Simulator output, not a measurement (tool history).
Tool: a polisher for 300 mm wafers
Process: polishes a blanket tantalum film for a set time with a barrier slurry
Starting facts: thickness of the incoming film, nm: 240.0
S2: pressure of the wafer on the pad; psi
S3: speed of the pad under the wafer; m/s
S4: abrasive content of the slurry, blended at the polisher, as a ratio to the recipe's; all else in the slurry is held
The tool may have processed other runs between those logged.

run 1 day=0.000 | flow_of_slurry_(ml/min)=195 S2=2.4 S3=1.10 S4=1.0 polishing_time_(s)=46 | film_removed_(Å)=839.25
run 2 day=0.038 | flow_of_slurry_(ml/min)=195 S2=2.1 S3=1.10 S4=1.0 polishing_time_(s)=46 | film_removed_(Å)=736.04
run 3 day=0.350 | flow_of_slurry_(ml/min)=195 S2=1.8 S3=1.10 S4=1.0 polishing_time_(s)=46 | film_removed_(Å)=647.13
run 4 day=0.525 | flow_of_slurry_(ml/min)=195 S2=2.2 S3=1.10 S4=1.0 polishing_time_(s)=46 | film_removed_(Å)=774.15
run 5 day=0.779 | flow_of_slurry_(ml/min)=195 S2=2.2 S3=1.24 S4=1.0 polishing_time_(s)=46 | film_removed_(Å)=895.58
run 6 day=0.896 | flow_of_slurry_(ml/min)=195 S2=2.2 S3=1.24 S4=0.9 polishing_time_(s)=46 | film_removed_(Å)=855.96
run 7 day=1.025 | flow_of_slurry_(ml/min)=195 S2=2.0 S3=1.22 S4=0.9 polishing_time_(s)=46 | film_removed_(Å)=770.09

Forecast run 8:
run 8 day=1.229 | flow_of_slurry_(ml/min)=190 S2=1.4 S3=1.12 S4=0.9 polishing_time_(s)=46 | film_removed_(Å)=?

film removed (Å): 509.70

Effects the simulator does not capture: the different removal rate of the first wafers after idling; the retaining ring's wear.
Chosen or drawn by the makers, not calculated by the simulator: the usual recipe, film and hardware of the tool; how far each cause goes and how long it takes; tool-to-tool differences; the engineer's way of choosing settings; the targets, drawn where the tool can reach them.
